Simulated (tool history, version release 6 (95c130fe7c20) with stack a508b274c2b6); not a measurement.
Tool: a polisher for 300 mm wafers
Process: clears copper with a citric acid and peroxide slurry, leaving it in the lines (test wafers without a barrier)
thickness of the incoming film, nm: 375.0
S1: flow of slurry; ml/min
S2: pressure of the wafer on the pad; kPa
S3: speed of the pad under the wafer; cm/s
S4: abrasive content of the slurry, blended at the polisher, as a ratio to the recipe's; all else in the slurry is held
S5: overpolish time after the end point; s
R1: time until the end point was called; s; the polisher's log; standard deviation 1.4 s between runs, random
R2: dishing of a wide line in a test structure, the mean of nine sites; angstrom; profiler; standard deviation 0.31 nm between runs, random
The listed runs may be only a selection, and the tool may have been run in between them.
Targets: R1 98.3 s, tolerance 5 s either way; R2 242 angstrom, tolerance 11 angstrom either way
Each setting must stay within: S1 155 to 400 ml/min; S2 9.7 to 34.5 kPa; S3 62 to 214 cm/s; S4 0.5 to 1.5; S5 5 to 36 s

run,hour,S1,S2,S3,S4,S5,R1,R2
1,0,255,22.1,138,1,18,128.66,391.74
2,2.2,255,22.1,138,0.85,18,128.12,391.9
3,3.5,255,22.1,138,0.85,12,134.25,269.16
4,11.3,255,17.2,138,0.85,12,161.12,222.62
5,12.8,255,20.7,144,0.75,10,137.91,224.52
6,17.5,320,20.7,144,0.75,10,132.98,223.52
7,25.3,325,22.8,146,0.7,9,122.78,217.56
8,29.4,325,22.8,146,0.7,9,124.98,217.36
9,35.4,330,29,148,0.7,6,100.79,176.47

Pick the move, out of 5, that brings all results within their allowed miss; only one does.
A,41.4,290,26.9,166,0.5,9,?,?
B,41.4,340,26.9,148,0.9,10,?,?
C,41.4,335,26.2,166,0.8,9,?,?
D,41.4,355,28.3,160,0.65,8,?,?
E,41.4,330,34.5,130,0.55,5,?,?

move,R1,R2
A,100.99,260.95
B,101.68,285.45
C,94.786,276.31
D,95.559,246.64
E,102.92,148.37
A: pushes the last run's worst result past its target
B: pushes the last run's worst result past its target
C: pushes the last run's worst result past its target
D: in spec on every target
E: further off than the last run
The right move is D.
